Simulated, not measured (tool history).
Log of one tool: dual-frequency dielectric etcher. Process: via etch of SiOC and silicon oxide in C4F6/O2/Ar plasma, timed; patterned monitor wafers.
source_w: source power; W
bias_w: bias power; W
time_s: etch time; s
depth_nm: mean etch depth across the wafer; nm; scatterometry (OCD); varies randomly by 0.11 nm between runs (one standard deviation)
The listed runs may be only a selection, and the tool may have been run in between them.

Run 1, hour 0: source_w 450 W, bias_w 193 W, time_s 32 s. Result: depth_nm 33.113 nm.
Run 2, hour 3.1: source_w 480 W, bias_w 199 W, time_s 32 s. Result: depth_nm 34.431 nm.
Run 3, hour 7.8: source_w 480 W, bias_w 229 W, time_s 32 s. Result: depth_nm 37.019 nm.
Run 4, hour 14.9: source_w 480 W, bias_w 203 W, time_s 32 s. Result: depth_nm 34.959 nm.
Run 5, hour 23.6: source_w 480 W, bias_w 203 W, time_s 29.5 s. Result: depth_nm 32.16 nm.
Run 6, hour 27.4: source_w 480 W, bias_w 203 W, time_s 32 s. Result: depth_nm 34.755 nm.
Run 7, hour 29.9: source_w 500 W, bias_w 206 W, time_s 32 s. Result: depth_nm 35.837 nm.
Run 8, hour 30.9: source_w 500 W, bias_w 206 W, time_s 32 s. Result: depth_nm 35.709 nm.
Run 9, hour 34.1: source_w 510 W, bias_w 208 W, time_s 32 s. Result: depth_nm 36.136 nm.
Run 10, hour 35: source_w 520 W, bias_w 210 W, time_s 32 s. Result: depth_nm 36.774 nm.
Run 11, hour 43.3: source_w 530 W, bias_w 211 W, time_s 32 s. Result: depth_nm 36.992 nm.

Forecast run 12:
Run 12, hour 50: source_w 540 W, bias_w 212 W, time_s 32 s. Result: depth_nm ?.

Logged for run 12: depth_nm 37.345 nm.
